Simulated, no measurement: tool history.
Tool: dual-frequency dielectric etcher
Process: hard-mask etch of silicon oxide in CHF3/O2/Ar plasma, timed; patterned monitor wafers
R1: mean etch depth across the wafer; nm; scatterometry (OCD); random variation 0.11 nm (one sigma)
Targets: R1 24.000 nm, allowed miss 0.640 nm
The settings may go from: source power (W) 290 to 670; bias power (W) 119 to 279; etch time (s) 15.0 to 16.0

{"run": 1, "hour": 0.0, "source power (W)": 480, "bias power (W)": 199, "etch time (s)": 16.0, "R1": 31.798}
{"run": 2, "hour": 1.4, "source power (W)": 560, "bias power (W)": 199, "etch time (s)": 16.0, "R1": 33.548}
{"run": 3, "hour": 6.2, "source power (W)": 520, "bias power (W)": 182, "etch time (s)": 16.0, "R1": 31.385}
{"run": 4, "hour": 13.2, "source power (W)": 520, "bias power (W)": 182, "etch time (s)": 15.0, "R1": 29.52}
{"run": 5, "hour": 20.8, "source power (W)": 520, "bias power (W)": 182, "etch time (s)": 16.0, "R1": 31.44}
{"run": 6, "hour": 22.4, "source power (W)": 520, "bias power (W)": 215, "etch time (s)": 16.0, "R1": 33.76}
{"run": 7, "hour": 31.4, "source power (W)": 490, "bias power (W)": 197, "etch time (s)": 16.0, "R1": 31.84}
{"run": 8, "hour": 32.7, "source power (W)": 470, "bias power (W)": 182, "etch time (s)": 16.0, "R1": 30.429}
{"run": 9, "hour": 34.2, "source power (W)": 470, "bias power (W)": 182, "etch time (s)": 16.0, "R1": 30.222}
{"run": 10, "hour": 36.3, "source power (W)": 450, "bias power (W)": 171, "etch time (s)": 16.0, "R1": 28.807}
{"run": 11, "hour": 44.4, "source power (W)": 430, "bias power (W)": 164, "etch time (s)": 16.0, "R1": 27.586}
{"run": 12, "hour": 49.1, "source power (W)": 410, "bias power (W)": 161, "etch time (s)": 16.0, "R1": 26.934}
{"run": 13, "hour": 57.4, "source power (W)": 390, "bias power (W)": 159, "etch time (s)": 16.0, "R1": 26.33}
{"run": 14, "hour": 61.0, "source power (W)": 370, "bias power (W)": 157, "etch time (s)": 16.0, "R1": 25.759}
{"run": 15, "hour": 67.1, "source power (W)": 300, "bias power (W)": 145, "etch time (s)": 16.0, "R1": 22.662}
{"run": 16, "hour": 70.8, "source power (W)": 310, "bias power (W)": 146, "etch time (s)": 16.0, "R1": 23.267}

Which of these 4 next moves meets every target?
{"run": "A", "hour": 74.5, "source power (W)": 400, "bias power (W)": 127, "etch time (s)": 16.0, "R1": "?"}
{"run": "B", "hour": 74.5, "source power (W)": 300, "bias power (W)": 146, "etch time (s)": 15.5, "R1": "?"}
{"run": "C", "hour": 74.5, "source power (W)": 330, "bias power (W)": 171, "etch time (s)": 16.0, "R1": "?"}
{"run": "D", "hour": 74.5, "source power (W)": 460, "bias power (W)": 137, "etch time (s)": 16.0, "R1": "?"}

move=A R1=23.728
move=B R1=22.166
move=C R1=25.667
move=D R1=26.024
A: meets every target
B: further off than the last run
C: takes the result that was furthest off past its target
D: takes the result that was furthest off past its target
The right move is A.
